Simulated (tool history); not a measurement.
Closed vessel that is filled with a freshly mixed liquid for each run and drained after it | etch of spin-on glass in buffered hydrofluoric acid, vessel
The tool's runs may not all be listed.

run,hour,temperature setpoint of the liquid (°C),parts of 40 % ammonium fluoride to one part of 49 % hydrofluoric acid (parts by volume),time in the liquid (s),thickness taken off the spin-on glass on a monitor wafer (Å)
1,0,23,10.5,95,1828.7
2,1.9,24.5,10.5,95,1963.9
3,4.3,25.5,10.5,95,2068.5
4,12.4,25.5,10.5,95,2086.1
5,13.4,25.5,13,95,1692.2
6,16.6,27,12.5,95,1914.2
7,20.4,28,12.5,95,2012.9
8,22.4,29,12.5,95,2116.9

For run 9, what comes out?
9,30.2,29.5,12.5,95,?

thickness taken off the spin-on glass on a monitor wafer (Å): 2174

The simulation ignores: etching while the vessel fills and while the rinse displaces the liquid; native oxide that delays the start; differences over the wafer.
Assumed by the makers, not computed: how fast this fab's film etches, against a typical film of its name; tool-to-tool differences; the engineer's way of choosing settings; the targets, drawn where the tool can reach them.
